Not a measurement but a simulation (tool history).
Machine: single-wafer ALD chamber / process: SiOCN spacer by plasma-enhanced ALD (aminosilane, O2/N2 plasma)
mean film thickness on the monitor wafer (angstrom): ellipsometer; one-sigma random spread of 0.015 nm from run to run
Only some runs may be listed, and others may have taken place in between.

| run | day | heater temperature setpoint (deg C) | number of ALD cycles (cycles) | mean film thickness on the monitor wafer (angstrom) |
|---|---|---|---|---|
| 1 | 0 | 420 | 105 | 57.45 |
| 2 | 0.175 | 421 | 103 | 56.616 |
| 3 | 0.267 | 422 | 101 | 55.177 |
| 4 | 0.388 | 423 | 100 | 54.321 |
| 5 | 0.662 | 424 | 99 | 53.638 |
| 6 | 1.038 | 425 | 98 | 52.939 |

Estimate the outcome of run 7 from the log above:
| 7 | 1.404 | 426 | 97 | ? |

mean film thickness on the monitor wafer (angstrom): 52.281
